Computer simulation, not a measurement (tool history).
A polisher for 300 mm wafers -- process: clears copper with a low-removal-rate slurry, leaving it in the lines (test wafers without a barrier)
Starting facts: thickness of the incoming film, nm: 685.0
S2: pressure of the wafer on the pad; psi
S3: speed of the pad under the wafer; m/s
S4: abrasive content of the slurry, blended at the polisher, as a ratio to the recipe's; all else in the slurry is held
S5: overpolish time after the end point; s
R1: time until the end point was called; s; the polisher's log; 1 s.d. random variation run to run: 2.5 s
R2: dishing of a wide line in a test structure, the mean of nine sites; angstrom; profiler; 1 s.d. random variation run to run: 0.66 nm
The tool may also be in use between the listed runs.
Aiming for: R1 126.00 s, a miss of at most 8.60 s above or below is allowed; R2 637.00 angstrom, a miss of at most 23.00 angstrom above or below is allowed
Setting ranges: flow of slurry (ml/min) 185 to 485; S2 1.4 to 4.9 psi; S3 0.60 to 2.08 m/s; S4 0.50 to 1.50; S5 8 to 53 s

{"run": 1, "hour": 0.0, "flow of slurry (ml/min)": 310, "S2": 3.1, "S3": 1.34, "S4": 1.0, "S5": 27, "R1": 136.94, "R2": 751.42}
{"run": 2, "hour": 2.4, "flow of slurry (ml/min)": 310, "S2": 3.1, "S3": 1.34, "S4": 1.2, "S5": 27, "R1": 133.66, "R2": 772.97}
{"run": 3, "hour": 2.9, "flow of slurry (ml/min)": 310, "S2": 3.1, "S3": 1.64, "S4": 1.2, "S5": 27, "R1": 106.99, "R2": 868.34}
{"run": 4, "hour": 4.3, "flow of slurry (ml/min)": 310, "S2": 3.0, "S3": 1.66, "S4": 1.2, "S5": 26, "R1": 111.92, "R2": 830.53}
{"run": 5, "hour": 7.0, "flow of slurry (ml/min)": 310, "S2": 2.9, "S3": 1.66, "S4": 1.2, "S5": 25, "R1": 112.59, "R2": 811.71}
{"run": 6, "hour": 13.8, "flow of slurry (ml/min)": 310, "S2": 2.9, "S3": 1.86, "S4": 1.2, "S5": 25, "R1": 102.26, "R2": 863.49}
{"run": 7, "hour": 22.0, "flow of slurry (ml/min)": 310, "S2": 2.8, "S3": 1.86, "S4": 1.2, "S5": 24, "R1": 107.64, "R2": 808.04}
{"run": 8, "hour": 22.8, "flow of slurry (ml/min)": 310, "S2": 2.7, "S3": 1.86, "S4": 1.2, "S5": 23, "R1": 110.34, "R2": 772.49}
{"run": 9, "hour": 25.0, "flow of slurry (ml/min)": 310, "S2": 2.6, "S3": 1.86, "S4": 1.2, "S5": 22, "R1": 111.86, "R2": 729.9}
{"run": 10, "hour": 30.9, "flow of slurry (ml/min)": 310, "S2": 2.6, "S3": 1.86, "S4": 1.2, "S5": 22, "R1": 113.43, "R2": 733.68}
{"run": 11, "hour": 35.9, "flow of slurry (ml/min)": 310, "S2": 2.5, "S3": 1.86, "S4": 1.2, "S5": 22, "R1": 117.11, "R2": 715.89}
{"run": 12, "hour": 38.9, "flow of slurry (ml/min)": 310, "S2": 2.4, "S3": 1.86, "S4": 1.2, "S5": 21, "R1": 114.74, "R2": 683.18}
{"run": 13, "hour": 44.5, "flow of slurry (ml/min)": 310, "S2": 2.3, "S3": 1.86, "S4": 1.2, "S5": 21, "R1": 121.75, "R2": 665.38}

Consider the 4 candidate settings below. Which is the only one whose results all fall within their allowed miss of target?
{"run": "A", "hour": 50.1, "flow of slurry (ml/min)": 280, "S2": 2.0, "S3": 1.9, "S4": 1.25, "S5": 26, "R1": "?", "R2": "?"}
{"run": "B", "hour": 50.1, "flow of slurry (ml/min)": 305, "S2": 2.5, "S3": 1.86, "S4": 0.85, "S5": 23, "R1": "?", "R2": "?"}
{"run": "C", "hour": 50.1, "flow of slurry (ml/min)": 190, "S2": 2.6, "S3": 2.02, "S4": 0.55, "S5": 22, "R1": "?", "R2": "?"}
{"run": "D", "hour": 50.1, "flow of slurry (ml/min)": 265, "S2": 2.0, "S3": 2.06, "S4": 1.15, "S5": 21, "R1": "?", "R2": "?"}

move=A R1=135.57 R2=727.55
move=B R1=125.06 R2=720.69
move=C R1=125.29 R2=699.21
move=D R1=128.21 R2=650.59
A: lands further from the targets than the last run did
B: lands further from the targets than the last run did
C: lands further from the targets than the last run did
D: all results in spec
D is the move that brings every result within its allowed miss.

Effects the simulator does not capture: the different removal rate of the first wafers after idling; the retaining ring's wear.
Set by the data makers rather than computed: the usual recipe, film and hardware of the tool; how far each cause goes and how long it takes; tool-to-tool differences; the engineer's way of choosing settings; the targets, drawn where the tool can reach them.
